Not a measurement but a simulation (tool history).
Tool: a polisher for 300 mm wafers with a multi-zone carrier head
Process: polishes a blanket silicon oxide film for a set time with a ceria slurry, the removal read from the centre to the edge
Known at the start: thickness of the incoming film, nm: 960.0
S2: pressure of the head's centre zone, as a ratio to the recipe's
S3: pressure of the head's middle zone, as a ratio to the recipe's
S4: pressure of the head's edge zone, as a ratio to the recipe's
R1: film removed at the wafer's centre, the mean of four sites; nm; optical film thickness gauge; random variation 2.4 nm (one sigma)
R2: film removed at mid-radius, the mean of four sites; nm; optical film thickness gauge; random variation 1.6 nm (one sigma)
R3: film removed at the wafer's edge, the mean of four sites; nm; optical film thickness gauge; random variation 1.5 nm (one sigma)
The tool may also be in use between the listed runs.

run 1 hour=0.0 | flow_of_slurry_(ml/min)=280 S2=1.00 S3=1.00 S4=1.00 polishing_time_(s)=43 | R1=234.61 R2=239.43 R3=228.78
run 2 hour=5.1 | flow_of_slurry_(ml/min)=270 S2=0.98 S3=0.97 S4=1.00 polishing_time_(s)=43 | R1=228.38 R2=236.88 R3=229.07
run 3 hour=12.7 | flow_of_slurry_(ml/min)=265 S2=0.97 S3=0.93 S4=1.00 polishing_time_(s)=43 | R1=224.93 R2=225.94 R3=233.20
run 4 hour=18.2 | flow_of_slurry_(ml/min)=265 S2=0.97 S3=0.93 S4=0.96 polishing_time_(s)=43 | R1=232.34 R2=227.19 R3=226.59
run 5 hour=18.7 | flow_of_slurry_(ml/min)=255 S2=0.95 S3=0.91 S4=0.96 polishing_time_(s)=43 | R1=214.47 R2=224.83 R3=225.23
run 6 hour=25.7 | flow_of_slurry_(ml/min)=255 S2=0.88 S3=0.91 S4=0.96 polishing_time_(s)=43 | R1=199.76 R2=222.01 R3=225.53

The next listed run, before its measurement:
run 7 hour=32.3 | flow_of_slurry_(ml/min)=255 S2=0.89 S3=0.89 S4=0.95 polishing_time_(s)=43 | R1=? R2=? R3=?

R1: 207.32 nm
R2: 222.78 nm
R3: 225.37 nm

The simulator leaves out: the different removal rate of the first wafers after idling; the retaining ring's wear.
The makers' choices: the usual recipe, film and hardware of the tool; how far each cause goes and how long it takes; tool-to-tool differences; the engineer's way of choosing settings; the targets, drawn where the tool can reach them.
